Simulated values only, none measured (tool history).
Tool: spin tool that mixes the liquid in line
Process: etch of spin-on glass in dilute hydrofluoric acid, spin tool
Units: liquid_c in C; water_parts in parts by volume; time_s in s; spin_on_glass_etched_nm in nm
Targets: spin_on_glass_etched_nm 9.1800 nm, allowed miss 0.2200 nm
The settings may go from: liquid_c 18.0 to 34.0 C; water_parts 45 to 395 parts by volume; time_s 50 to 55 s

run 1 hour=0.0 | liquid_c=26.0 water_parts=220 time_s=50 | spin_on_glass_etched_nm=7.7331
run 2 hour=0.8 | liquid_c=29.0 water_parts=220 time_s=50 | spin_on_glass_etched_nm=8.5226
run 3 hour=8.7 | liquid_c=29.5 water_parts=220 time_s=50 | spin_on_glass_etched_nm=8.6716
run 4 hour=11.4 | liquid_c=30.0 water_parts=220 time_s=50 | spin_on_glass_etched_nm=8.7882
run 5 hour=16.3 | liquid_c=27.5 water_parts=220 time_s=50 | spin_on_glass_etched_nm=8.1174
run 6 hour=22.0 | liquid_c=28.5 water_parts=220 time_s=50 | spin_on_glass_etched_nm=8.3744
run 7 hour=29.7 | liquid_c=29.0 water_parts=220 time_s=50 | spin_on_glass_etched_nm=8.6041
run 8 hour=34.5 | liquid_c=29.5 water_parts=220 time_s=50 | spin_on_glass_etched_nm=8.6501

4 next moves are on the table. One of them brings every result within its allowed miss. Which?
run A hour=39.3 | liquid_c=28.5 water_parts=215 time_s=50 | spin_on_glass_etched_nm=?
run B hour=39.3 | liquid_c=32.5 water_parts=260 time_s=55 | spin_on_glass_etched_nm=?
run C hour=39.3 | liquid_c=27.5 water_parts=210 time_s=50 | spin_on_glass_etched_nm=?
run D hour=39.3 | liquid_c=30.5 water_parts=235 time_s=55 | spin_on_glass_etched_nm=?

move=A spin_on_glass_etched_nm=8.6559
move=B spin_on_glass_etched_nm=8.5319
move=C spin_on_glass_etched_nm=8.6066
move=D spin_on_glass_etched_nm=9.1091
A: as far off as the last run
B: further off than the last run
C: further off than the last run
D: meets every target
Answer: D

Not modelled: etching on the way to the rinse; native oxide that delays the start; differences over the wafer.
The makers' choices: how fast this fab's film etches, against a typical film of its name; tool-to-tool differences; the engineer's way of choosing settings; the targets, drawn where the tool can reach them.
